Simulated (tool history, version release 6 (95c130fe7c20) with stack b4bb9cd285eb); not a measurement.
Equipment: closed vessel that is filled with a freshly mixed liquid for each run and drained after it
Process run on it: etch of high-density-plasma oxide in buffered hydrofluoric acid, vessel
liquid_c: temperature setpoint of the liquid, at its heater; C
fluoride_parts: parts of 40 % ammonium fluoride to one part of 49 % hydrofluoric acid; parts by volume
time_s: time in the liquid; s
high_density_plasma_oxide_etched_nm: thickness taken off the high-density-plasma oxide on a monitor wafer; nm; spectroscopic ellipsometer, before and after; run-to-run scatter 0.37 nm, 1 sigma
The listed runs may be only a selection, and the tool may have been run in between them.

run	hour	liquid_c	fluoride_parts	time_s	high_density_plasma_oxide_etched_nm
1	0.0	23.0	21.5	30	32.069
2	6.4	23.0	17.0	30	40.257
3	8.7	23.0	14.5	30	46.070
4	13.2	23.0	10.0	30	66.814
5	14.1	22.5	10.5	30	61.857
6	23.2	22.0	11.0	30	57.525
7	29.8	21.5	11.5	30	54.602
8	35.1	17.5	15.0	30	33.181
9	36.7	18.0	15.0	30	34.777

Forecast run 10:
10	42.9	19.0	15.0	30	?

{"run 10": {"high_density_plasma_oxide_etched_nm": 35.861}}

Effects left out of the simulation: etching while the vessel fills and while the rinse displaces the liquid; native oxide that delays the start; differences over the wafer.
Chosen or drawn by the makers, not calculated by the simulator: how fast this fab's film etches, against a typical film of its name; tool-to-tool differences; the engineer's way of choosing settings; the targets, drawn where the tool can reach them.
